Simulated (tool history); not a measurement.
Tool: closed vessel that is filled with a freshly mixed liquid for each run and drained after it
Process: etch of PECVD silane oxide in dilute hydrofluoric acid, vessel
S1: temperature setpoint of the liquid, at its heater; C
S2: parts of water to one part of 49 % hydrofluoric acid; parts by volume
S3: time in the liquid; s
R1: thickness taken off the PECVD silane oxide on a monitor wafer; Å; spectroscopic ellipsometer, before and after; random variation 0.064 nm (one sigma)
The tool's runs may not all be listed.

Run 1, hour 0.0: S1 24 C, S2 70 parts by volume, S3 125 s. Result: R1 322.15 Å.
Run 2, hour 1.4: S1 23 C, S2 75 parts by volume, S3 125 s. Result: R1 286.66 Å.
Run 3, hour 3.4: S1 25 C, S2 75 parts by volume, S3 125 s. Result: R1 312.51 Å.
Run 4, hour 5.1: S1 25 C, S2 75 parts by volume, S3 125 s. Result: R1 310.21 Å.
Run 5, hour 11.4: S1 25 C, S2 95 parts by volume, S3 125 s. Result: R1 240.09 Å.
At hour 14.8: hydrofluoric acid flow meter replaced.
Run 6, hour 14.8: S1 24 C, S2 95 parts by volume, S3 125 s. Result: R1 258.27 Å.

Run 7 comes next. What will it give?
Run 7, hour 17.9: S1 23 C, S2 100 parts by volume, S3 125 s. Result: R1 ?.

R1: 233.63 Å

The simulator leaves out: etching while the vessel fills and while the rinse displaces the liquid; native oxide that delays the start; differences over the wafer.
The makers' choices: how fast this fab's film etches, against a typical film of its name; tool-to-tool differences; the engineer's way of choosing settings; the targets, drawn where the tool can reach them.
